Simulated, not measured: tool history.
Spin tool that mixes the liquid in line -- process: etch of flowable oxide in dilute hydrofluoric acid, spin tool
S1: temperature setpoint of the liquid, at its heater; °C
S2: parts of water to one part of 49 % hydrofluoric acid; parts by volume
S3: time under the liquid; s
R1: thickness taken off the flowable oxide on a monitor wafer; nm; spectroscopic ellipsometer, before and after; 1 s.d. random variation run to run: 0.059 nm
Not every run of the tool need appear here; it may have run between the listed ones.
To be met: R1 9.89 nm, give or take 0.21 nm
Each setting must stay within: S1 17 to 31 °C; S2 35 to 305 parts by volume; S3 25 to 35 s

{"run": 1, "hour": 0.0, "S1": 23, "S2": 170, "S3": 35, "R1": 6.0943}
{"run": 2, "hour": 4.7, "S1": 24, "S2": 165, "S3": 35, "R1": 6.5351}
{"run": 3, "hour": 11.4, "S1": 24, "S2": 215, "S3": 35, "R1": 4.7663}
{"run": 4, "hour": 12.9, "S1": 25, "S2": 205, "S3": 35, "R1": 5.2939}
{"run": 5, "hour": 21.2, "S1": 25, "S2": 205, "S3": 25, "R1": 3.7518}
{"run": 6, "hour": 23.8, "S1": 23.5, "S2": 205, "S3": 25, "R1": 3.562}
{"run": 7, "hour": 32.5, "S1": 24.5, "S2": 190, "S3": 25, "R1": 4.031}
{"run": 8, "hour": 35.4, "S1": 25.5, "S2": 170, "S3": 25, "R1": 4.8115}
{"run": 9, "hour": 40.0, "S1": 26, "S2": 155, "S3": 25, "R1": 5.4743}
{"run": 10, "hour": 43.8, "S1": 26.5, "S2": 145, "S3": 25, "R1": 6.0301}
{"run": 11, "hour": 46.3, "S1": 27, "S2": 135, "S3": 25, "R1": 6.6505}
{"run": 12, "hour": 53.8, "S1": 27.5, "S2": 130, "S3": 25, "R1": 7.0862}
{"run": 13, "hour": 60.4, "S1": 28, "S2": 125, "S3": 25, "R1": 7.6263}
{"run": 14, "hour": 63.1, "S1": 28.5, "S2": 120, "S3": 25, "R1": 8.0806}
{"run": 15, "hour": 69.8, "S1": 29, "S2": 120, "S3": 25, "R1": 8.1819}
{"run": 16, "hour": 72.1, "S1": 29.5, "S2": 120, "S3": 25, "R1": 8.5037}
{"run": 17, "hour": 74.5, "S1": 30.5, "S2": 115, "S3": 25, "R1": 9.1544}

4 candidate next runs follow, results not yet known. Just one meets every target within its allowed miss. Identify it.
{"run": "A", "hour": 76.9, "S1": 29.5, "S2": 105, "S3": 25, "R1": "?"}
{"run": "B", "hour": 76.9, "S1": 29.5, "S2": 110, "S3": 25, "R1": "?"}
{"run": "C", "hour": 76.9, "S1": 30.5, "S2": 120, "S3": 25, "R1": "?"}
{"run": "D", "hour": 76.9, "S1": 31, "S2": 150, "S3": 35, "R1": "?"}

move=A R1=9.8657
move=B R1=9.3525
move=C R1=8.7744
move=D R1=9.6059
A: meets every target
B: closer than the last run, but not yet in spec
C: misses by more than the last run did
D: closer than the last run, but not yet in spec
So the answer is move A, the one that meets all the targets.
